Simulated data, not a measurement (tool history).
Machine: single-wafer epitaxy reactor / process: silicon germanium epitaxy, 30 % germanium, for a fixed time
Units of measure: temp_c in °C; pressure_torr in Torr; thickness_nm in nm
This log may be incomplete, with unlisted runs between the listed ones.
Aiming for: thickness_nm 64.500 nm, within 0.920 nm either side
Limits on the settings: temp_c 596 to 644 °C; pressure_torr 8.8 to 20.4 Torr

run	day	temp_c	pressure_torr	thickness_nm
1	0.000	620	14.6	76.623
2	0.046	618	14.6	74.230
3	0.304	616	14.6	72.092
4	0.567	615	14.6	71.375
5	0.938	615	16.9	75.310
6	1.300	613	16.9	72.797
7	1.412	611	16.9	70.784
8	1.450	610	16.9	69.444

Which one of the following 5 next-run settings gets every result inside its allowed miss? There is exactly one.
A	1.488	601	18.8	?
B	1.488	611	13.4	?
C	1.488	605	16.0	?
D	1.488	611	14.7	?
E	1.488	607	14.5	?

move	thickness_nm
A	63.046
B	64.729
C	63.091
D	67.092
E	62.674
A: takes the result that was furthest off past its target
B: every result lands within tolerance
C: takes the result that was furthest off past its target
D: moves toward the targets from the last run without getting all of them in spec
E: takes the result that was furthest off past its target
Move B is the one to make.
